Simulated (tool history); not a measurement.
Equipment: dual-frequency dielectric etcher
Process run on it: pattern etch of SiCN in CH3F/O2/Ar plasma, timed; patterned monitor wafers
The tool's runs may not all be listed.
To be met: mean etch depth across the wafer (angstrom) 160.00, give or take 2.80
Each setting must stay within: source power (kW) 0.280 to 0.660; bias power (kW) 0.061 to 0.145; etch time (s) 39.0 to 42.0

run	hour	source power (kW)	bias power (kW)	etch time (s)	mean etch depth across the wafer (angstrom)
1	0.0	0.470	0.103	42.0	193.56
2	6.8	0.470	0.103	39.0	179.01
3	10.0	0.470	0.094	39.0	173.64
4	14.5	0.460	0.094	39.0	171.58
5	23.0	0.380	0.094	39.0	163.19
6	29.3	0.380	0.107	39.0	171.32
7	30.2	0.370	0.107	39.0	170.92
8	33.0	0.360	0.107	39.0	168.79
9	42.0	0.350	0.107	39.0	167.10

Consider the 5 candidate settings below. Which is the only one whose results all fall within their allowed miss of target?
A	51.0	0.290	0.103	41.0	?
B	51.0	0.340	0.092	40.0	?
C	51.0	0.290	0.104	41.5	?
D	51.0	0.280	0.122	41.0	?
E	51.0	0.330	0.112	39.0	?

move	mean etch depth across the wafer (angstrom)
A	165.85
B	161.25
C	168.55
D	176.34
E	169.00
A: an improvement on the last run, though not all results are within tolerance
B: all results land within tolerance of their targets
C: misses by more than the last run did
D: misses by more than the last run did
E: misses by more than the last run did
The right move is B.

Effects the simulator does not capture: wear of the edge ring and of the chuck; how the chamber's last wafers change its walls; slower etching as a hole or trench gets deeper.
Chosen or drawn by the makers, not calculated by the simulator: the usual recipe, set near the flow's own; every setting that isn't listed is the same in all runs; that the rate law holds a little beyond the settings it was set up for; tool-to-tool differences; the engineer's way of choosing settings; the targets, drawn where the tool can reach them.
